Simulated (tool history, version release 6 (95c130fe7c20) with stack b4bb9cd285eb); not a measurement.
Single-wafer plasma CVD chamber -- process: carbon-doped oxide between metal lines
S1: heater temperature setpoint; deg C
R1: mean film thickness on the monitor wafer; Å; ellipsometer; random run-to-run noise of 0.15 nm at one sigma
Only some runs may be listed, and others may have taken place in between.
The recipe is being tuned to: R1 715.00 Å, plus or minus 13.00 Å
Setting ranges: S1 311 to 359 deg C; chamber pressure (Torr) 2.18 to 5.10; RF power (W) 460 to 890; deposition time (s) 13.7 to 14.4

Run 1, hour 0.0: S1 335 deg C, chamber pressure (Torr) 3.64, RF power (W) 675, deposition time (s) 14.4. Result: R1 857.43 Å.
Run 2, hour 3.4: S1 337 deg C, chamber pressure (Torr) 3.52, RF power (W) 655, deposition time (s) 14.4. Result: R1 832.11 Å.
Run 3, hour 5.7: S1 337 deg C, chamber pressure (Torr) 3.52, RF power (W) 715, deposition time (s) 14.4. Result: R1 880.69 Å.
Run 4, hour 9.5: S1 337 deg C, chamber pressure (Torr) 3.22, RF power (W) 715, deposition time (s) 14.4. Result: R1 873.76 Å.
Run 5, hour 15.2: S1 339 deg C, chamber pressure (Torr) 3.13, RF power (W) 690, deposition time (s) 14.4. Result: R1 850.86 Å.
Run 6, hour 19.6: S1 341 deg C, chamber pressure (Torr) 3.09, RF power (W) 665, deposition time (s) 14.4. Result: R1 824.75 Å.
Run 7, hour 22.8: S1 342 deg C, chamber pressure (Torr) 3.04, RF power (W) 645, deposition time (s) 14.4. Result: R1 802.91 Å.
Run 8, hour 28.1: S1 344 deg C, chamber pressure (Torr) 2.99, RF power (W) 630, deposition time (s) 14.4. Result: R1 785.61 Å.
Run 9, hour 30.1: S1 345 deg C, chamber pressure (Torr) 2.95, RF power (W) 620, deposition time (s) 14.4. Result: R1 774.72 Å.
Run 10, hour 37.5: S1 346 deg C, chamber pressure (Torr) 2.91, RF power (W) 610, deposition time (s) 14.4. Result: R1 761.74 Å.
Run 11, hour 38.8: S1 347 deg C, chamber pressure (Torr) 2.87, RF power (W) 605, deposition time (s) 14.4. Result: R1 754.03 Å.
Run 12, hour 45.7: S1 348 deg C, chamber pressure (Torr) 2.84, RF power (W) 600, deposition time (s) 14.4. Result: R1 746.02 Å.
Run 13, hour 51.4: S1 349 deg C, chamber pressure (Torr) 2.82, RF power (W) 600, deposition time (s) 14.4. Result: R1 746.92 Å.
Run 14, hour 54.8: S1 350 deg C, chamber pressure (Torr) 2.79, RF power (W) 595, deposition time (s) 14.4. Result: R1 738.89 Å.

5 candidate next runs follow, results not yet known. Just one meets every target within its allowed miss. Identify it.
Run A, hour 58.2: S1 356 deg C, chamber pressure (Torr) 2.73, RF power (W) 580, deposition time (s) 13.7. Result: R1 ?.
Run B, hour 58.2: S1 350 deg C, chamber pressure (Torr) 3.00, RF power (W) 610, deposition time (s) 13.7. Result: R1 ?.
Run C, hour 58.2: S1 347 deg C, chamber pressure (Torr) 3.17, RF power (W) 510, deposition time (s) 14.4. Result: R1 ?.
Run D, hour 58.2: S1 351 deg C, chamber pressure (Torr) 2.85, RF power (W) 640, deposition time (s) 14.0. Result: R1 ?.
Run E, hour 58.2: S1 351 deg C, chamber pressure (Torr) 2.18, RF power (W) 575, deposition time (s) 13.7. Result: R1 ?.

move      R1
   A  683.31
   B  720.96
   C  680.07
   D  756.19
   E  681.67
A: moves the result that the last run missed by most past its target, out the other side
B: hits every target within its allowed miss
C: moves the result that the last run missed by most past its target, out the other side
D: the biggest miss grows against the last run
E: moves the result that the last run missed by most past its target, out the other side
B meets every target.

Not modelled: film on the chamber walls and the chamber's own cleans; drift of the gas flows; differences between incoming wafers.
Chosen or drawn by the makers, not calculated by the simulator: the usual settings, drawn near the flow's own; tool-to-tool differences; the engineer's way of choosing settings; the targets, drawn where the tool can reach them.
